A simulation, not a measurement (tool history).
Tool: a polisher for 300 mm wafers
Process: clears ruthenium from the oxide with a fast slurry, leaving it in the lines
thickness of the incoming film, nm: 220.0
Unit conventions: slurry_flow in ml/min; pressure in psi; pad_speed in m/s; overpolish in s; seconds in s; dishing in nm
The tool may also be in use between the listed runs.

Run 1, hour 0: slurry_flow 150 ml/min, pressure 3.2 psi, pad_speed 0.8 m/s, slurry_solids 1, overpolish 27 s. Result: seconds 66.855 s, dishing 61.482 nm.
Run 2, hour 3.4: slurry_flow 150 ml/min, pressure 2.9 psi, pad_speed 0.8 m/s, slurry_solids 1, overpolish 27 s. Result: seconds 72.722 s, dishing 59.806 nm.
Run 3, hour 5.6: slurry_flow 150 ml/min, pressure 3.6 psi, pad_speed 0.8 m/s, slurry_solids 1, overpolish 27 s. Result: seconds 60.11 s, dishing 67.05 nm.
Run 4, hour 8.3: slurry_flow 150 ml/min, pressure 3.2 psi, pad_speed 0.8 m/s, slurry_solids 1, overpolish 26 s. Result: seconds 66.57 s, dishing 63.342 nm.
Run 5, hour 12.9: slurry_flow 150 ml/min, pressure 3.2 psi, pad_speed 0.64 m/s, slurry_solids 1, overpolish 26 s. Result: seconds 77.882 s, dishing 53.666 nm.
Run 6, hour 14.3: slurry_flow 150 ml/min, pressure 2.7 psi, pad_speed 0.64 m/s, slurry_solids 1, overpolish 26 s. Result: seconds 85.798 s, dishing 48.497 nm.

Run 7 has not been measured yet. What should we expect?
Run 7, hour 22.1: slurry_flow 130 ml/min, pressure 1.9 psi, pad_speed 0.62 m/s, slurry_solids 1, overpolish 27 s. Result: seconds ?, dishing ?.

{"run 7": {"seconds": 114.39, "dishing": 38.343}}

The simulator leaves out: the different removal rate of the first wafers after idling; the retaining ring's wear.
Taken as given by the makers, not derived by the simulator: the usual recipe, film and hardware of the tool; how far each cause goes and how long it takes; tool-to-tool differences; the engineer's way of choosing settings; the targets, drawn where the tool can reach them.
